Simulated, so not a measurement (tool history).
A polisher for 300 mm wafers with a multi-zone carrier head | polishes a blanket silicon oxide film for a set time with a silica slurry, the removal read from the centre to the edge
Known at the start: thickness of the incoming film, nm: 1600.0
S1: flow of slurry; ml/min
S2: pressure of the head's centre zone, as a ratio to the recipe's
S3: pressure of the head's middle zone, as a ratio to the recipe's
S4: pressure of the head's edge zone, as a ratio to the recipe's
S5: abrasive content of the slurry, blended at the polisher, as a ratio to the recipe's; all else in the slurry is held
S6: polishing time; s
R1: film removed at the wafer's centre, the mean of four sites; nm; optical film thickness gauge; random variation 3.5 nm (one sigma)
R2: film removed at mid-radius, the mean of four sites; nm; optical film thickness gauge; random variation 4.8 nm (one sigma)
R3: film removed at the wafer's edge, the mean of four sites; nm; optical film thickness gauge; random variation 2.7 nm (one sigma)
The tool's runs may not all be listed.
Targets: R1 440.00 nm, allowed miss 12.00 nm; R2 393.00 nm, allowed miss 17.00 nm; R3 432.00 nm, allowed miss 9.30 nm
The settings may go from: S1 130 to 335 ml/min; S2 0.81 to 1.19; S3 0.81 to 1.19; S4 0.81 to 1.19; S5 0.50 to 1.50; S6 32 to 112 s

Run 1, day 0.000: S1 215 ml/min, S2 1.00, S3 1.00, S4 1.00, S5 1.00, S6 72 s. Result: R1 359.11 nm, R2 348.22 nm, R3 333.94 nm.
Run 2, day 0.342: S1 215 ml/min, S2 0.91, S3 1.00, S4 1.00, S5 1.00, S6 72 s. Result: R1 321.77 nm, R2 353.15 nm, R3 334.65 nm.
Run 3, day 0.442: S1 215 ml/min, S2 0.91, S3 1.00, S4 1.05, S5 1.00, S6 72 s. Result: R1 323.74 nm, R2 354.27 nm, R3 339.58 nm.
Run 4, day 0.696: S1 225 ml/min, S2 0.93, S3 0.97, S4 1.09, S5 1.10, S6 72 s. Result: R1 352.05 nm, R2 364.49 nm, R3 364.53 nm.
Run 5, day 1.050: S1 225 ml/min, S2 0.93, S3 0.97, S4 1.14, S5 1.10, S6 72 s. Result: R1 349.31 nm, R2 353.20 nm, R3 375.07 nm.
Run 6, day 1.158: S1 240 ml/min, S2 0.96, S3 0.97, S4 1.15, S5 1.15, S6 72 s. Result: R1 373.44 nm, R2 377.33 nm, R3 388.63 nm.
Run 7, day 1.296: S1 250 ml/min, S2 0.98, S3 0.95, S4 1.16, S5 1.20, S6 72 s. Result: R1 395.07 nm, R2 373.47 nm, R3 399.34 nm.
Run 8, day 1.504: S1 260 ml/min, S2 0.99, S3 0.94, S4 1.17, S5 1.25, S6 72 s. Result: R1 404.73 nm, R2 386.86 nm, R3 411.29 nm.
Run 9, day 1.612: S1 265 ml/min, S2 1.00, S3 0.93, S4 1.18, S5 1.25, S6 72 s. Result: R1 410.15 nm, R2 374.41 nm, R3 410.83 nm.

Which of these 4 next moves meets every target?
Run A, day 1.721: S1 230 ml/min, S2 0.96, S3 1.00, S4 1.15, S5 1.30, S6 67 s. Result: R1 ?, R2 ?, R3 ?.
Run B, day 1.721: S1 315 ml/min, S2 0.89, S3 0.91, S4 1.11, S5 1.00, S6 83 s. Result: R1 ?, R2 ?, R3 ?.
Run C, day 1.721: S1 310 ml/min, S2 1.00, S3 0.89, S4 1.12, S5 1.45, S6 71 s. Result: R1 ?, R2 ?, R3 ?.
Run D, day 1.721: S1 335 ml/min, S2 1.04, S3 0.99, S4 1.16, S5 1.30, S6 65 s. Result: R1 ?, R2 ?, R3 ?.

move      R1      R2      R3
   A  368.55  375.78  381.09
   B  383.20  388.57  415.94
   C  442.57  391.62  429.40
   D  405.47  376.34  383.01
A: further off than the last run
B: further off than the last run
C: meets every target
D: further off than the last run
Move C is the one to make.
